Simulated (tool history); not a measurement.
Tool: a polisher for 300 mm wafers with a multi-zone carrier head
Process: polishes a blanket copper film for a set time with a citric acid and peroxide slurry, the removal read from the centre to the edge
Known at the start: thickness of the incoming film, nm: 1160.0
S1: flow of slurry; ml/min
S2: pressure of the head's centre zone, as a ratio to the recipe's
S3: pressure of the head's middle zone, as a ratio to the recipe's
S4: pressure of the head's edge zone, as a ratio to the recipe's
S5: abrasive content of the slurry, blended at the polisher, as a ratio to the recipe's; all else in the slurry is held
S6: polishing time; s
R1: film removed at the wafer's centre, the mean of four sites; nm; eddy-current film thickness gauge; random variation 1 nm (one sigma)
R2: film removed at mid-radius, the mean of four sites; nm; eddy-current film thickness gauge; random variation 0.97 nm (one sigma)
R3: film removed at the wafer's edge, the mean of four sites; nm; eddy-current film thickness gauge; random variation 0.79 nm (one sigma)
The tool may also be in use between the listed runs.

run	hour	S1	S2	S3	S4	S5	S6	R1	R2	R3
1	0	165	1	1	1	1	90	220.36	212.25	215.16
2	2.8	165	1	1	1.06	1	90	219.34	214.09	220.39
3	9.2	165	1	1	0.99	1	90	216.39	212.54	212.97
4	11.5	165	1	0.96	0.99	1	90	220.82	208.47	213.65
5	14.4	165	1	0.96	0.99	1	74	180.88	170.22	174.57
6	15.7	165	0.99	0.97	0.97	0.95	73	174.1	168.32	169.45
7	21.1	165	0.99	0.97	0.95	0.9	72	168.78	162.01	161.23
8	27.3	165	0.99	0.97	0.95	0.9	72	168.95	161.87	161.6
9	31.2	160	0.98	0.98	0.93	0.85	72	163.93	160.01	160.11
10	33.6	165	0.98	0.99	0.92	0.8	71	161.07	156.39	154.55
11	39.4	130	0.93	1.03	0.82	0.55	70	130.57	135.21	127.1
12	46.2	135	0.93	1.03	0.82	0.55	70	131.08	137.49	125.08
13	54.8	140	0.93	1.03	0.82	0.55	70	132.88	138.89	127.83

Run 14 comes next. What will it give?
14	63.3	145	0.93	1.03	0.82	0.55	70	?	?	?

R1: 133.46 nm
R2: 139.8 nm
R3: 129.31 nm
